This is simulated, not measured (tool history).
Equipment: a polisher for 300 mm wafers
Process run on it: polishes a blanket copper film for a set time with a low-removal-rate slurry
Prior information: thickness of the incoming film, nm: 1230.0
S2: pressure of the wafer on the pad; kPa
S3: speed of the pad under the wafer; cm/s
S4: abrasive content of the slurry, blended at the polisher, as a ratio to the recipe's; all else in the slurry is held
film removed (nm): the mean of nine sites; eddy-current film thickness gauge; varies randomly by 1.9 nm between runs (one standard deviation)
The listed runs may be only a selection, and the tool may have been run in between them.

{"run": 1, "day": 0.0, "flow of slurry (ml/min)": 275, "S2": 19.3, "S3": 126, "S4": 1, "polishing time (s)": 106, "film removed (nm)": 312.04}
{"run": 2, "day": 0.283, "flow of slurry (ml/min)": 275, "S2": 19.3, "S3": 126, "S4": 1, "polishing time (s)": 106, "film removed (nm)": 315.17}
{"run": 3, "day": 0.45, "flow of slurry (ml/min)": 275, "S2": 17.9, "S3": 126, "S4": 1, "polishing time (s)": 106, "film removed (nm)": 290.88}
{"run": 4, "day": 0.471, "flow of slurry (ml/min)": 275, "S2": 17.9, "S3": 148, "S4": 1, "polishing time (s)": 106, "film removed (nm)": 337.69}
{"run": 5, "day": 0.692, "flow of slurry (ml/min)": 275, "S2": 15.2, "S3": 148, "S4": 1, "polishing time (s)": 106, "film removed (nm)": 286.49}
{"run": 6, "day": 1.038, "flow of slurry (ml/min)": 330, "S2": 15.2, "S3": 148, "S4": 1, "polishing time (s)": 106, "film removed (nm)": 291.67}

What does the tool deliver on the next run?
{"run": 7, "day": 1.279, "flow of slurry (ml/min)": 330, "S2": 15.2, "S3": 148, "S4": 1, "polishing time (s)": 106, "film removed (nm)": "?"}

{"run 7": {"film removed (nm)": 291.16}}
